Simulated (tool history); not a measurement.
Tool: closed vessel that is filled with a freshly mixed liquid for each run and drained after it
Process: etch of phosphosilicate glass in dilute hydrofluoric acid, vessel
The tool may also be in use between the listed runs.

run,hour,temperature setpoint of the liquid (°C),parts of water to one part of 49 % hydrofluoric acid (parts by volume),time in the liquid (s),thickness taken off the phosphosilicate glass on a monitor wafer (nm)
1,0.0,21.0,90,95,203.83
2,6.7,20.5,95,95,187.76
3,12.7,20.5,95,105,208.57
4,13.9,20.5,95,105,207.79
5,20.1,20.0,100,105,191.26
6,22.3,19.5,105,105,178.01
7,28.6,19.0,110,105,165.03
8,29.8,19.0,115,105,157.69
9,32.7,19.0,120,105,151.32
10,38.9,19.0,125,105,143.78

Forecast run 11:
11,46.0,18.0,135,105,?

Run 11 gave thickness taken off the phosphosilicate glass on a monitor wafer (nm) 126.58.
